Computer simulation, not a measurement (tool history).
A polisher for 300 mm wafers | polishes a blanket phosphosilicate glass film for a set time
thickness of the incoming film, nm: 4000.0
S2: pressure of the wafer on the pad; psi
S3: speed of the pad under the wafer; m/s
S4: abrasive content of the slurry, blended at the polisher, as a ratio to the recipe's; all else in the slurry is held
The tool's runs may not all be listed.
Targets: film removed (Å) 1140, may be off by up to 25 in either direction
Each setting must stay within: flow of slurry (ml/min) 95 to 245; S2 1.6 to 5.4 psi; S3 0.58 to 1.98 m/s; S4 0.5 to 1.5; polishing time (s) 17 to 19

Run 1, hour 0: flow of slurry (ml/min) 155, S2 3.5 psi, S3 1.28 m/s, S4 1, polishing time (s) 19. Result: film removed (Å) 1840.2.
Run 2, hour 4.4: flow of slurry (ml/min) 155, S2 3.5 psi, S3 1.28 m/s, S4 0.9, polishing time (s) 19. Result: film removed (Å) 1736.7.
Run 3, hour 7.6: flow of slurry (ml/min) 150, S2 3.2 psi, S3 1.28 m/s, S4 0.9, polishing time (s) 19. Result: film removed (Å) 1608.3.
Run 4, hour 13.9: flow of slurry (ml/min) 150, S2 3.6 psi, S3 1.28 m/s, S4 0.9, polishing time (s) 19. Result: film removed (Å) 1751.8.
Run 5, hour 16.3: flow of slurry (ml/min) 140, S2 3.3 psi, S3 1.28 m/s, S4 0.9, polishing time (s) 19. Result: film removed (Å) 1618.4.
Run 6, hour 18.3: flow of slurry (ml/min) 140, S2 3.3 psi, S3 1.28 m/s, S4 1, polishing time (s) 19. Result: film removed (Å) 1728.2.
Run 7, hour 21.2: flow of slurry (ml/min) 135, S2 3 psi, S3 1.28 m/s, S4 1, polishing time (s) 19. Result: film removed (Å) 1610.
Run 8, hour 25.5: flow of slurry (ml/min) 130, S2 2.7 psi, S3 1.28 m/s, S4 1, polishing time (s) 19. Result: film removed (Å) 1469.1.
Run 9, hour 30.7: flow of slurry (ml/min) 125, S2 2.5 psi, S3 1.28 m/s, S4 1, polishing time (s) 19. Result: film removed (Å) 1399.
Run 10, hour 33.7: flow of slurry (ml/min) 125, S2 2.3 psi, S3 1.28 m/s, S4 1, polishing time (s) 19. Result: film removed (Å) 1303.9.
Run 11, hour 38.9: flow of slurry (ml/min) 125, S2 2.2 psi, S3 1.28 m/s, S4 1, polishing time (s) 19. Result: film removed (Å) 1277.7.
Run 12, hour 40: flow of slurry (ml/min) 125, S2 2.1 psi, S3 1.28 m/s, S4 1, polishing time (s) 19. Result: film removed (Å) 1228.2.
Run 13, hour 48: flow of slurry (ml/min) 125, S2 2.1 psi, S3 1.28 m/s, S4 1, polishing time (s) 19. Result: film removed (Å) 1229.2.
Run 14, hour 49: flow of slurry (ml/min) 105, S2 1.9 psi, S3 1.28 m/s, S4 1, polishing time (s) 19. Result: film removed (Å) 1108.9.

Pick the move, out of 4, that brings all results within their allowed miss; only one does.
Run A, hour 50: flow of slurry (ml/min) 135, S2 2.2 psi, S3 0.98 m/s, S4 1.45, polishing time (s) 17. Result: film removed (Å) ?.
Run B, hour 50: flow of slurry (ml/min) 125, S2 1.9 psi, S3 1.34 m/s, S4 0.9, polishing time (s) 18. Result: film removed (Å) ?.
Run C, hour 50: flow of slurry (ml/min) 100, S2 1.9 psi, S3 1.32 m/s, S4 0.95, polishing time (s) 19. Result: film removed (Å) ?.
Run D, hour 50: flow of slurry (ml/min) 100, S2 2.1 psi, S3 1.28 m/s, S4 1.15, polishing time (s) 18. Result: film removed (Å) ?.

move  film removed (Å)
   A            1133.9
   B            1050.8
   C            1073.3
   D            1192.1
A: each result inside its tolerance
B: the biggest miss grows against the last run
C: the biggest miss grows against the last run
D: takes the biggest miss from the last run beyond its target
The move that meets every target is A.

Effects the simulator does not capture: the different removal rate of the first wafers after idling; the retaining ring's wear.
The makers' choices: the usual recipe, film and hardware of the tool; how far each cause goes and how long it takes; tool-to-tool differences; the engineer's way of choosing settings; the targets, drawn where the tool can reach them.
